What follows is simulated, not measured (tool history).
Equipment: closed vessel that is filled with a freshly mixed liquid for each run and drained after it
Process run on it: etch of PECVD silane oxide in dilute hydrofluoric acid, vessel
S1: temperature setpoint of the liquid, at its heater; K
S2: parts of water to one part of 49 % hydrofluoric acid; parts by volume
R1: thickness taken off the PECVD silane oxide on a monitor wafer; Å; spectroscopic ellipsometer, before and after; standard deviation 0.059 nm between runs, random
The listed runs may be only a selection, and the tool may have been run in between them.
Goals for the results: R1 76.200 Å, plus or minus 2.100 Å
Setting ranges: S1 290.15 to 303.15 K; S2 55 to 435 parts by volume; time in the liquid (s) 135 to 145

{"run": 1, "day": 0.0, "S1": 295.15, "S2": 245, "time in the liquid (s)": 135, "R1": 124.0}
{"run": 2, "day": 0.267, "S1": 295.15, "S2": 245, "time in the liquid (s)": 135, "R1": 121.52}
{"run": 3, "day": 0.308, "S1": 293.65, "S2": 260, "time in the liquid (s)": 135, "R1": 107.58}
{"run": 4, "day": 0.633, "S1": 292.65, "S2": 275, "time in the liquid (s)": 135, "R1": 97.413}
{"run": 5, "day": 0.892, "S1": 292.15, "S2": 285, "time in the liquid (s)": 135, "R1": 91.544}
{"run": 6, "day": 0.933, "S1": 291.65, "S2": 290, "time in the liquid (s)": 135, "R1": 87.223}
{"run": 7, "day": 1.05, "S1": 291.15, "S2": 295, "time in the liquid (s)": 135, "R1": 82.928}
{"run": 8, "day": 1.392, "S1": 290.65, "S2": 300, "time in the liquid (s)": 135, "R1": 81.791}
{"run": 9, "day": 1.662, "S1": 290.65, "S2": 305, "time in the liquid (s)": 135, "R1": 79.514}

Below are 5 possible settings for the next run. Only one of them brings all results inside the allowed miss of their targets. Which is it?
{"run": "A", "day": 1.933, "S1": 290.65, "S2": 315, "time in the liquid (s)": 145, "R1": "?"}
{"run": "B", "day": 1.933, "S1": 290.15, "S2": 330, "time in the liquid (s)": 145, "R1": "?"}
{"run": "C", "day": 1.933, "S1": 290.15, "S2": 290, "time in the liquid (s)": 135, "R1": "?"}
{"run": "D", "day": 1.933, "S1": 290.15, "S2": 295, "time in the liquid (s)": 135, "R1": "?"}
{"run": "E", "day": 1.933, "S1": 290.15, "S2": 285, "time in the liquid (s)": 135, "R1": "?"}

move=A R1=82.458
move=B R1=76.304
move=C R1=83.565
move=D R1=81.804
move=E R1=85.390
A: further off than the last run
B: every result within its allowed miss
C: further off than the last run
D: further off than the last run
E: further off than the last run
The right move is B.
